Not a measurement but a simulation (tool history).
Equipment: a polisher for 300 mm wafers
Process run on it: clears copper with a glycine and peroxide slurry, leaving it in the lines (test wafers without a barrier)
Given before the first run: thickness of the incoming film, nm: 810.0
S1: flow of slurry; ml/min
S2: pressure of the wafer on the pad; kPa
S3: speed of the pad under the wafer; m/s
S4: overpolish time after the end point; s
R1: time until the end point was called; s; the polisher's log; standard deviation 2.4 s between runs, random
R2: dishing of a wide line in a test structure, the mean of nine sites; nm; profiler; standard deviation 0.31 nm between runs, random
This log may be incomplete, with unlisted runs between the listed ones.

run,day,S1,S2,S3,S4,R1,R2
1,0,225,24.1,1,9,122.29,29.277
2,0.346,225,24.1,0.74,9,148.47,24.779
3,0.683,225,24.8,0.74,8,152.92,22.59
4,0.779,225,26.2,0.74,7,144.66,21.441
5,1.121,225,26.2,0.6,7,162.79,19.102
6,1.404,225,27.6,0.6,7,165.28,19.745
7,1.438,225,29,0.64,6,149.06,18.969

Run 8 has not been measured yet. What should we expect?
8,1.625,225,29.6,0.64,6,?,?

Logged for run 8: R1 143.1 s, R2 18.695 nm.
